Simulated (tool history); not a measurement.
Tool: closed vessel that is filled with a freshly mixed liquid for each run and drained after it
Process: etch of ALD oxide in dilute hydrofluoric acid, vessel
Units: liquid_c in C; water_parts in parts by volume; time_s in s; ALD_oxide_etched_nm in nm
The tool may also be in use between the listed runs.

Run 1, hour 0: liquid_c 24 C, water_parts 160 parts by volume, time_s 40 s. Result: ALD_oxide_etched_nm 3.4664 nm.
Run 2, hour 8.5: liquid_c 25.5 C, water_parts 150 parts by volume, time_s 40 s. Result: ALD_oxide_etched_nm 3.9173 nm.
Run 3, hour 12.8: liquid_c 26.5 C, water_parts 140 parts by volume, time_s 40 s. Result: ALD_oxide_etched_nm 4.4298 nm.
Run 4, hour 15.3: liquid_c 26.5 C, water_parts 140 parts by volume, time_s 30 s. Result: ALD_oxide_etched_nm 3.3026 nm.
Run 5, hour 20: liquid_c 27 C, water_parts 120 parts by volume, time_s 30 s. Result: ALD_oxide_etched_nm 4.0429 nm.
Run 6, hour 21: liquid_c 28 C, water_parts 105 parts by volume, time_s 30 s. Result: ALD_oxide_etched_nm 4.9086 nm.
Run 7, hour 23.8: liquid_c 28.5 C, water_parts 95 parts by volume, time_s 30 s. Result: ALD_oxide_etched_nm 5.5708 nm.
Run 8, hour 30.3: liquid_c 29 C, water_parts 90 parts by volume, time_s 30 s. Result: ALD_oxide_etched_nm 6.0412 nm.

The next listed run, before its measurement:
Run 9, hour 33.2: liquid_c 29 C, water_parts 90 parts by volume, time_s 30 s. Result: ALD_oxide_etched_nm ?.

{"run 9": {"ALD_oxide_etched_nm": 6.0382}}
